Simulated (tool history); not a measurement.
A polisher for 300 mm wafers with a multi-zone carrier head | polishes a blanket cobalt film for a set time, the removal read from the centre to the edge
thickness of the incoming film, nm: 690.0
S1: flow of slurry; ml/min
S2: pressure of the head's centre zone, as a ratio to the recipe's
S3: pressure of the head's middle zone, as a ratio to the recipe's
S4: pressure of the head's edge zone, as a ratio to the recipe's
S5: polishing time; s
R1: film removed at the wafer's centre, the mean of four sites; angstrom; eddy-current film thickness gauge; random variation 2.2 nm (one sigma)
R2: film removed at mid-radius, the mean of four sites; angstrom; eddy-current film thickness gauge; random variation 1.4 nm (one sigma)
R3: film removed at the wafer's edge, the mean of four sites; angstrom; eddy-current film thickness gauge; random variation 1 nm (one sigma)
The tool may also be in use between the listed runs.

run,day,S1,S2,S3,S4,S5,R1,R2,R3
1,0.000,160,1.00,1.00,1.00,45,1285.9,1271.3,1289.9
2,0.279,180,1.00,1.00,1.00,45,1318.8,1260.5,1302.3
3,0.488,180,1.02,1.04,1.00,46,1374.8,1364.3,1310.4
4,0.708,180,0.99,1.04,1.00,46,1357.4,1367.0,1325.2
5,0.808,180,0.99,1.00,1.00,46,1358.0,1305.9,1320.2
6,1.033,220,0.99,1.00,1.00,46,1372.8,1344.5,1328.5

The next listed run, before its measurement:
7,1.071,220,1.01,1.02,1.01,46,?,?,?

Run 7 gave R1 1430.3 angstrom, R2 1355.3 angstrom, R3 1346.3 angstrom.
